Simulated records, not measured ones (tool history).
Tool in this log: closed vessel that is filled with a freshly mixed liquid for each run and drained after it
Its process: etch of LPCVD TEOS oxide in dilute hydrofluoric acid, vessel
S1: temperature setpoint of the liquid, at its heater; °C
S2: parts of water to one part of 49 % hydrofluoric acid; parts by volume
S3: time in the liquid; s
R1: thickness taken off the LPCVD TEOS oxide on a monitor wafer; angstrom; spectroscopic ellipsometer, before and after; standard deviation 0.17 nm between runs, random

run  hour    S1   S2  S3      R1
  1     0    21  120  30  84.956
  2   7.5    22  115  30  92.946
  3  14.9  22.5  110  30  98.775
  4  18.5  22.5  110  30  98.541
  5  27.3    23  105  30  106.49
  6  35.7    26  105  30  118.16
  7  37.7    29   55  30  274.15

The next listed run, before its measurement:
  8  46.3  28.5  55  30   ?

Run 8 yielded R1 270.05 angstrom.
